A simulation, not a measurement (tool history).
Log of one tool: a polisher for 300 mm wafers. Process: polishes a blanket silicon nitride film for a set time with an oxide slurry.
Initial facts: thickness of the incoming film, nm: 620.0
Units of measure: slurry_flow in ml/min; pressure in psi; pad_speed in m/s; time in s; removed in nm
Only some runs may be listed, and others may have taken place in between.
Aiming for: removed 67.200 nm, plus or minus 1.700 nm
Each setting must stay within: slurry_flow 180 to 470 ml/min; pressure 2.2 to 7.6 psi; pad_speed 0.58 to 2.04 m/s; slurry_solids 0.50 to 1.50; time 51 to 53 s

run	hour	slurry_flow	pressure	pad_speed	slurry_solids	time	removed
1	0.0	300	4.9	1.30	1.00	51	57.650
2	2.1	300	5.0	1.30	1.00	51	59.371
3	5.2	300	4.2	1.30	1.00	51	50.821
4	9.1	300	4.2	1.30	1.00	53	53.875
5	14.6	300	4.3	1.30	1.00	53	54.209
6	16.4	300	4.4	1.30	1.00	53	55.698
7	22.3	300	4.5	1.30	1.00	53	56.135
8	23.5	300	4.6	1.30	1.00	53	57.855
9	25.1	300	4.7	1.30	1.00	53	58.466
10	31.8	300	4.8	1.30	1.00	53	59.751
11	35.8	300	4.9	1.30	1.00	53	61.419
12	43.9	300	4.9	1.30	1.00	53	60.863
13	49.1	300	5.0	1.30	1.00	53	61.710

4 candidate next runs follow, results not yet known. Just one meets every target within its allowed miss. Identify it.
A	54.3	330	5.8	1.26	0.90	51	?
B	54.3	450	5.8	0.94	1.35	53	?
C	54.3	400	5.3	1.36	1.05	51	?
D	54.3	280	6.3	1.14	0.85	53	?

move	removed
A	63.584
B	64.072
C	68.159
D	62.980
A: nearer the targets than the last run, but a result is still out of spec
B: nearer the targets than the last run, but a result is still out of spec
C: all results land within tolerance of their targets
D: nearer the targets than the last run, but a result is still out of spec
Correct choice: C, which meets every target

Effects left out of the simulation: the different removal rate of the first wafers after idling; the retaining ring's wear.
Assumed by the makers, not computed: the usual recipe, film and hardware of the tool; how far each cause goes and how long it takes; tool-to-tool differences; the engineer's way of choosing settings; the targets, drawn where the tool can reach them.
